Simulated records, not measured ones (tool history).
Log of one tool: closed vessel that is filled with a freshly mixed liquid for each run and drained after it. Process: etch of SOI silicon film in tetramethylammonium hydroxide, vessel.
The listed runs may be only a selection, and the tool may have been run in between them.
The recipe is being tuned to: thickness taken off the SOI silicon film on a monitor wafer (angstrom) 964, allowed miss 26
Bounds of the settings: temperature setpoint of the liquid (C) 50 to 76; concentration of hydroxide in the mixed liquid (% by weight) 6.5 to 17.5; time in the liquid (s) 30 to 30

run  hour  temperature setpoint of the liquid (C)  concentration of hydroxide in the mixed liquid (% by weight)  time in the liquid (s)  thickness taken off the SOI silicon film on a monitor wafer (angstrom)
  1     0                                      63                                                            12                      30                                                                  1290.1
  2   9.2                                      63                                                            10                      30                                                                  1361.3
  3  14.3                                    61.5                                                            10                      30                                                                  1252.9
  4  18.9                                    61.5                                                          11.5                      30                                                                  1192.2
  5    24                                    61.5                                                          11.5                      30                                                                  1190.1
  6  29.2                                    60.5                                                          11.5                      30                                                                    1124
  7  35.2                                      60                                                          11.5                      30                                                                    1074
  8  37.2                                    59.5                                                          11.5                      30                                                                  1045.9
  9  41.5                                      59                                                          11.5                      30                                                                  1013.7

Pick the move, out of 5, that brings all results within their allowed miss; only one does.
  A  45.8                                      57                                                            12                      30                                                                       ?
  B  45.8                                      57                                                          10.5                      30                                                                       ?
  C  45.8                                    58.5                                                          10.5                      30                                                                       ?
  D  45.8                                    56.5                                                          10.5                      30                                                                       ?
  E  45.8                                    57.5                                                            10                      30                                                                       ?

move  thickness taken off the SOI silicon film on a monitor wafer (angstrom)
   A                                                                  881.06
   B                                                                  925.79
   C                                                                  1018.4
   D                                                                  896.64
   E                                                                  971.18
A: the result that was furthest off in the last run now lies on the other side of its target
B: the result that was furthest off in the last run now lies on the other side of its target
C: the biggest miss grows against the last run
D: the result that was furthest off in the last run now lies on the other side of its target
E: all results land within tolerance of their targets
E is the move that brings every result within its allowed miss.
